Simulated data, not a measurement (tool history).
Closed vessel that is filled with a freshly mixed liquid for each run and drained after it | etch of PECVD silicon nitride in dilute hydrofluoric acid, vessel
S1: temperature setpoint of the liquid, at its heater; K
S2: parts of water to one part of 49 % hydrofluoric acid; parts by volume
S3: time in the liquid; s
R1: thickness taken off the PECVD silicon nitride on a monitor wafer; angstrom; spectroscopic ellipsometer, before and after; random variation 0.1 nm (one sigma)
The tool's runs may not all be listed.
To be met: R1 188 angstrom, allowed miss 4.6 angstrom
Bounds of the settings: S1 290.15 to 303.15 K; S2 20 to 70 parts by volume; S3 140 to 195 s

run 1 hour=0 | S1=295.15 S2=40 S3=195 | R1=166.9
run 2 hour=3.4 | S1=295.15 S2=50 S3=195 | R1=133.08
run 3 hour=11 | S1=296.65 S2=50 S3=195 | R1=147.54
run 4 hour=18.5 | S1=296.65 S2=50 S3=140 | R1=106.33
run 5 hour=27.2 | S1=296.65 S2=65 S3=140 | R1=81.913
run 6 hour=28.8 | S1=296.65 S2=55 S3=140 | R1=97.149
run 7 hour=34.5 | S1=298.15 S2=50 S3=140 | R1=117.46
run 8 hour=39.6 | S1=299.15 S2=45 S3=140 | R1=137.68
run 9 hour=42.7 | S1=300.15 S2=40 S3=140 | R1=167.48
run 10 hour=45.4 | S1=301.15 S2=40 S3=140 | R1=177.6

Which of these 4 next moves meets every target?
run A hour=48.1 | S1=302.15 S2=50 S3=170 | R1=?
run B hour=48.1 | S1=299.15 S2=40 S3=155 | R1=?
run C hour=48.1 | S1=300.65 S2=45 S3=160 | R1=?
run D hour=48.1 | S1=299.65 S2=40 S3=155 | R1=?

move=A R1=183.83
move=B R1=171.25
move=C R1=173.99
move=D R1=177.06
A: meets every target
B: further off than the last run
C: further off than the last run
D: further off than the last run
The right move is A.
